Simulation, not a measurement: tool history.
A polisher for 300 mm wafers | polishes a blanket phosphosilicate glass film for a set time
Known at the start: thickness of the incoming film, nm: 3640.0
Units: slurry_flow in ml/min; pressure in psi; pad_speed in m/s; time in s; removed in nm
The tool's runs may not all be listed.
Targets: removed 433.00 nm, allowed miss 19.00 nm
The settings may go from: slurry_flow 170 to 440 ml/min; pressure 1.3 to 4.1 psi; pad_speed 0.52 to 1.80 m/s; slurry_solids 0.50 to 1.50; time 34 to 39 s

run,hour,slurry_flow,pressure,pad_speed,slurry_solids,time,removed
1,0.0,280,2.7,1.16,1.00,39,303.56
2,1.4,280,2.7,1.16,0.90,39,294.49
3,10.0,305,2.7,1.16,0.90,39,288.31
4,14.7,305,2.1,1.16,0.90,39,230.28
5,19.0,305,2.1,0.92,0.90,39,189.38
6,19.8,305,2.1,0.92,0.90,34,164.36
7,20.6,305,2.6,0.98,0.90,34,211.41
8,24.2,305,2.6,0.98,0.90,34,208.49
9,24.9,305,3.0,1.04,0.90,34,253.75
10,28.9,305,3.3,1.08,0.90,34,296.46
11,37.5,305,3.5,1.12,0.90,34,320.39

Which of these 4 next moves meets every target?
A,46.1,285,3.5,1.16,0.95,39,?
B,46.1,215,3.6,1.30,1.00,39,?
C,46.1,310,3.7,1.22,0.95,37,?
D,46.1,280,3.8,1.14,0.85,39,?

move,removed
A,382.79
B,428.84
C,402.52
D,381.39
A: nearer than the last run, and not there yet
B: meets every target
C: nearer than the last run, and not there yet
D: nearer than the last run, and not there yet
The right move is B.
